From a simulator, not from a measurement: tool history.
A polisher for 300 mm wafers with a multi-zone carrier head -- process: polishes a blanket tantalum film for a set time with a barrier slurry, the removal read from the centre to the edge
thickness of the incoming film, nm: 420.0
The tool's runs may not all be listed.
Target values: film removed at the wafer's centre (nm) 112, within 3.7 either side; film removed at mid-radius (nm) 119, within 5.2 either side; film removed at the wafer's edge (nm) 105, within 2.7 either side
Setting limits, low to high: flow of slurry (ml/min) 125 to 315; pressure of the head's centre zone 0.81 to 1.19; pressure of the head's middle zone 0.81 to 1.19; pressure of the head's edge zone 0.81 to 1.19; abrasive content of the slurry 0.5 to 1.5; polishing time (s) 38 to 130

run  hour  flow of slurry (ml/min)  pressure of the head's centre zone  pressure of the head's middle zone  pressure of the head's edge zone  abrasive content of the slurry  polishing time (s)  film removed at the wafer's centre (nm)  film removed at mid-radius (nm)  film removed at the wafer's edge (nm)
  1     0                      205                                   1                                   1                                 1                               1                  84                                   95.643                           95.252                                 91.438
  2   7.3                      215                                1.01                                1.03                              1.03                            1.05                  84                                   97.569                           100.38                                 96.093
  3  12.4                      215                                1.06                                1.03                              1.03                            1.05                  84                                   102.28                           102.01                                 94.496
  4    13                      215                                1.06                                0.99                              1.03                            1.05                  84                                   101.99                            98.24                                 97.033
  5  18.9                      230                                1.07                                1.02                              1.05                            1.05                  84                                   104.47                           101.86                                 96.617
  6  27.6                      230                                1.07                                1.02                              1.01                            1.05                  84                                   104.36                           102.81                                 95.039
  7  33.8                      240                                1.07                                1.04                              1.03                             1.1                  84                                   107.46                            106.6                                 97.906
  8  34.5                      250                                1.07                                1.06                              1.05                             1.1                  84                                   107.99                           106.53                                 99.638
  9  36.4                      255                                1.07                                1.09                              1.06                            1.15                  84                                   110.08                           111.13                                 100.86
 10  42.3                      260                                1.06                                1.11                              1.07                            1.15                  84                                   108.93                            116.2                                 102.47
 11  50.4                      265                                1.06                                1.11                              1.07                            1.15                  84                                    108.3                           114.77                                 101.71

Next run, 5 choices. One meets every target within its allowed miss, the rest don't. Which?
  A  58.5                      295                                1.13                                1.16                              1.01                             1.1                  83                                        ?                                ?                                      ?
  B  58.5                      245                                0.99                                1.03                              1.09                             1.4                  82                                        ?                                ?                                      ?
  C  58.5                      290                                   1                                1.11                              1.14                            1.15                  84                                        ?                                ?                                      ?
  D  58.5                      305                                1.03                                1.09                              1.09                             1.1                  83                                        ?                                ?                                      ?
  E  58.5                      255                                1.03                                1.09                              1.03                            1.25                  86                                        ?                                ?                                      ?

move  film removed at the wafer's centre (nm)  film removed at mid-radius (nm)  film removed at the wafer's edge (nm)
   A                                   113.49                           117.33                                 96.948
   B                                   102.79                           110.09                                 105.22
   C                                   102.82                           115.87                                  105.7
   D                                   103.71                           111.64                                 101.02
   E                                   109.46                           118.08                                 104.37
A: its largest miss is bigger than the last run's
B: corrects the largest miss of the last run, while another result sits out of spec
C: corrects the largest miss of the last run, while another result sits out of spec
D: its largest miss is bigger than the last run's
E: all results in spec
The right move is E.

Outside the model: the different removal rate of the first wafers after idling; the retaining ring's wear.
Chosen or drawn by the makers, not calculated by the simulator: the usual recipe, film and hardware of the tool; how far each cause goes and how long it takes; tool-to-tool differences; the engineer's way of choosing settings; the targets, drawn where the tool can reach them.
